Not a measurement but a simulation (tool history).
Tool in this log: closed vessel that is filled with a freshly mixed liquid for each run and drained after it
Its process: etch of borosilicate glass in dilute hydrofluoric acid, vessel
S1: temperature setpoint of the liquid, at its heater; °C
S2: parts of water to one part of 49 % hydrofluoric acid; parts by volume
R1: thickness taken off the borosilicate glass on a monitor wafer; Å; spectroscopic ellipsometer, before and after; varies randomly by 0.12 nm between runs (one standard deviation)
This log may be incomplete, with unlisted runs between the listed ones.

run 1 hour=0.0 | S1=21.0 S2=250 time_in_the_liquid_(s)=350 | R1=307.54
run 2 hour=3.7 | S1=18.0 S2=250 time_in_the_liquid_(s)=350 | R1=273.08
run 3 hour=8.7 | S1=18.0 S2=260 time_in_the_liquid_(s)=350 | R1=259.61
run 4 hour=15.6 | S1=21.0 S2=260 time_in_the_liquid_(s)=350 | R1=296.56
run 5 hour=21.5 | S1=24.5 S2=260 time_in_the_liquid_(s)=350 | R1=330.74
run 6 hour=24.9 | S1=23.5 S2=270 time_in_the_liquid_(s)=350 | R1=304.78
run 7 hour=28.2 | S1=22.5 S2=275 time_in_the_liquid_(s)=350 | R1=289.50
run 8 hour=36.1 | S1=21.5 S2=280 time_in_the_liquid_(s)=350 | R1=272.66
run 9 hour=40.9 | S1=21.0 S2=285 time_in_the_liquid_(s)=350 | R1=263.57
run 10 hour=43.9 | S1=20.5 S2=290 time_in_the_liquid_(s)=350 | R1=250.11
run 11 hour=50.4 | S1=20.0 S2=295 time_in_the_liquid_(s)=350 | R1=239.94
run 12 hour=51.9 | S1=19.5 S2=295 time_in_the_liquid_(s)=350 | R1=236.66
run 13 hour=58.3 | S1=19.0 S2=295 time_in_the_liquid_(s)=350 | R1=228.98

What will run 14 give?
run 14 hour=60.6 | S1=18.5 S2=295 time_in_the_liquid_(s)=350 | R1=?

R1: 228.87 Å
